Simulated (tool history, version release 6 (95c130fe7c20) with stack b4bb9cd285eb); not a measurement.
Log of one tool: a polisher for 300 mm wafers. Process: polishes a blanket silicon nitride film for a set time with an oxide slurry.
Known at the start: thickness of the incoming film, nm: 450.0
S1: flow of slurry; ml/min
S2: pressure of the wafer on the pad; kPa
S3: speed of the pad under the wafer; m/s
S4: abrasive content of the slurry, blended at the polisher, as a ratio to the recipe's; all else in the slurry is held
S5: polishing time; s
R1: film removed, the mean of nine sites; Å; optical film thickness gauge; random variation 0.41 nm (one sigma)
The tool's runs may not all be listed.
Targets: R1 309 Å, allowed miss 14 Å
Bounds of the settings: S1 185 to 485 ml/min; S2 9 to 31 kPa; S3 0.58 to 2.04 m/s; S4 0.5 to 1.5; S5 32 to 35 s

run 1 hour=0 | S1=310 S2=20 S3=1.3 S4=1 S5=35 | R1=208.24
run 2 hour=5.8 | S1=310 S2=20 S3=1.3 S4=0.85 S5=35 | R1=198.36
run 3 hour=11.2 | S1=310 S2=20 S3=1.3 S4=0.75 S5=35 | R1=184.36
run 4 hour=19.7 | S1=310 S2=21.4 S3=1.32 S4=0.75 S5=35 | R1=199.05
run 5 hour=26.6 | S1=310 S2=25.5 S3=1.32 S4=0.75 S5=35 | R1=231.68
run 6 hour=34.9 | S1=375 S2=25.5 S3=1.32 S4=0.75 S5=35 | R1=246.31
run 7 hour=41.7 | S1=380 S2=26.2 S3=1.32 S4=0.75 S5=35 | R1=247.83
run 8 hour=47.6 | S1=380 S2=26.9 S3=1.32 S4=0.75 S5=35 | R1=245.31

5 next moves are on the table. One of them brings every result within its allowed miss. Which?
run A hour=53.5 | S1=360 S2=29.6 S3=1.32 S4=0.75 S5=35 | R1=?
run B hour=53.5 | S1=320 S2=17.9 S3=1.72 S4=0.65 S5=35 | R1=?
run C hour=53.5 | S1=485 S2=27.6 S3=1.58 S4=0.65 S5=35 | R1=?
run D hour=53.5 | S1=345 S2=26.9 S3=1.32 S4=0.5 S5=32 | R1=?
run E hour=53.5 | S1=355 S2=28.3 S3=1.38 S4=0.95 S5=35 | R1=?

move=A R1=282.32
move=B R1=197.38
move=C R1=288.86
move=D R1=191.24
move=E R1=311.94
A: nearer than the last run, and not there yet
B: further off than the last run
C: nearer than the last run, and not there yet
D: further off than the last run
E: meets every target
Move E is the one to make.
